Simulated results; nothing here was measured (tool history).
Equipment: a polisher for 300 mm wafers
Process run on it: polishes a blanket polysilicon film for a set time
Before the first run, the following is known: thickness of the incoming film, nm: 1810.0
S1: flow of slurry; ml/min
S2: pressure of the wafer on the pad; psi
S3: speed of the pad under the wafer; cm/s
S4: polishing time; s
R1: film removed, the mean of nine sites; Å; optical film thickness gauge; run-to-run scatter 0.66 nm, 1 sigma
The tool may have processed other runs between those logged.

run  hour   S1   S2  S3  S4      R1
  1     0  170  3.1  76  28  1975.9
  2   4.4  170  3.1  76  28  1941.5
  3   5.6  170  3.8  76  28  2321.6
  4   8.8  170  3.8  76  28    2354
  5  10.7  170  3.8  84  28    2610
  6  13.7  170  3.8  84  28  2591.3
  7  16.7  165  3.4  76  28  2080.4

Run 8, settings as shown, results not yet in. Your forecast:
  8  17.2  160   3  70  28   ?

{"run 8": {"R1": 1732.1}}
